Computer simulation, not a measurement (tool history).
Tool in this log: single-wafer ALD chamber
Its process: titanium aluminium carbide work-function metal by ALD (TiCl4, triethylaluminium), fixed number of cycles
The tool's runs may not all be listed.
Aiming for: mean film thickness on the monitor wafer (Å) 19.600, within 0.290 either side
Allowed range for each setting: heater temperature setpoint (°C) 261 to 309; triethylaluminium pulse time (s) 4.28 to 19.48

run,hour,heater temperature setpoint (°C),triethylaluminium pulse time (s),mean film thickness on the monitor wafer (Å)
1,0.0,285,11.88,18.006
2,4.2,285,13.45,17.972
3,8.9,290,13.60,18.415
4,10.5,290,14.93,18.610
5,14.2,290,13.70,18.483
6,18.9,295,13.70,19.122
7,24.8,296,13.74,19.116
8,31.9,297,13.82,19.229
9,39.5,298,13.88,19.178

Of the 4 settings listed for the next run, only one would bring every result within its allowed miss of target. Which one?
A,47.1,301,9.14,?
B,47.1,295,13.11,?
C,47.1,302,13.94,?
D,47.1,292,15.61,?

move,mean film thickness on the monitor wafer (Å)
A,18.972
B,18.891
C,19.605
D,18.719
A: lands further from the targets than the last run did
B: lands further from the targets than the last run did
C: meets every target
D: lands further from the targets than the last run did
Answer: C
